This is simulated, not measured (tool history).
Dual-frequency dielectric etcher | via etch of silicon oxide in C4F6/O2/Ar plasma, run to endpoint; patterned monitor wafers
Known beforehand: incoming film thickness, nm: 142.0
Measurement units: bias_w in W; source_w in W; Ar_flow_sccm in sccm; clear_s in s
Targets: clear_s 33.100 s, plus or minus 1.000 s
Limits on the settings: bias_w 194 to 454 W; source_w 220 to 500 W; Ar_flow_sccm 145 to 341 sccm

run,hour,bias_w,source_w,Ar_flow_sccm,clear_s
1,0.0,324,360,243,37.986
2,6.2,339,370,242,36.086
3,9.4,347,370,242,35.984
4,14.6,355,370,242,36.249
5,18.4,328,370,242,37.377
6,20.3,340,370,241,36.494
7,23.2,340,370,241,36.372
8,25.4,350,370,240,35.931

Consider the 5 candidate settings below. Which is the only one whose results all fall within their allowed miss of target?
A,27.6,450,400,201,?
B,27.6,323,360,261,?
C,27.6,435,450,211,?
D,27.6,427,460,220,?
E,27.6,333,450,205,?

move,clear_s
A,31.011
B,37.957
C,30.098
D,30.200
E,33.059
A: carries the result that was furthest off beyond its target, to the other side
B: lands further from the targets than the last run did
C: carries the result that was furthest off beyond its target, to the other side
D: carries the result that was furthest off beyond its target, to the other side
E: in spec on every target
Answer: E
